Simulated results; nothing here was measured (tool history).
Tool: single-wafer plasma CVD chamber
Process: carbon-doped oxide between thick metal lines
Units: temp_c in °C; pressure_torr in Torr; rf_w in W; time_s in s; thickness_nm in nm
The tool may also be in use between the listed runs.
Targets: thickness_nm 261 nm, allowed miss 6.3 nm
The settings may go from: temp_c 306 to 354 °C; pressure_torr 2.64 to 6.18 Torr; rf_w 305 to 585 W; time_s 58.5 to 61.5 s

| run | hour | temp_c | pressure_torr | rf_w | time_s | thickness_nm |
|---|---|---|---|---|---|---|
| 1 | 0 | 330 | 4.41 | 445 | 61.5 | 295.39 |
| 2 | 4.8 | 332 | 4.22 | 435 | 61.4 | 285.66 |
| 3 | 5.3 | 332 | 3.91 | 435 | 61.4 | 281.5 |
| 4 | 7.9 | 332 | 3.91 | 495 | 61.4 | 315.56 |
| 5 | 15.6 | 332 | 3.91 | 540 | 61.4 | 337.7 |
| 6 | 22.1 | 340 | 3.91 | 540 | 61.4 | 326.73 |
| 7 | 29.9 | 342 | 3.8 | 515 | 61.1 | 313.32 |
| 8 | 33.5 | 343 | 3.76 | 495 | 60.8 | 300.18 |
| 9 | 41.7 | 344 | 3.71 | 480 | 60.6 | 289.9 |
| 10 | 45.8 | 345 | 3.64 | 470 | 60.5 | 283.3 |

Which of these 5 next moves meets every target?
| A | 49.9 | 344 | 2.94 | 425 | 58.5 | ? |
| B | 49.9 | 340 | 3.53 | 415 | 58.5 | ? |
| C | 49.9 | 341 | 3.55 | 420 | 59.2 | ? |
| D | 49.9 | 341 | 3.29 | 450 | 58.5 | ? |
| E | 49.9 | 339 | 3.69 | 500 | 61.5 | ? |

| move | thickness_nm |
|---|---|
| A | 243.29 |
| B | 245.68 |
| C | 251.19 |
| D | 262.81 |
| E | 308.32 |
A: takes the result that was furthest off past its target
B: takes the result that was furthest off past its target
C: takes the result that was furthest off past its target
D: meets every target
E: further off than the last run
The right move is D.
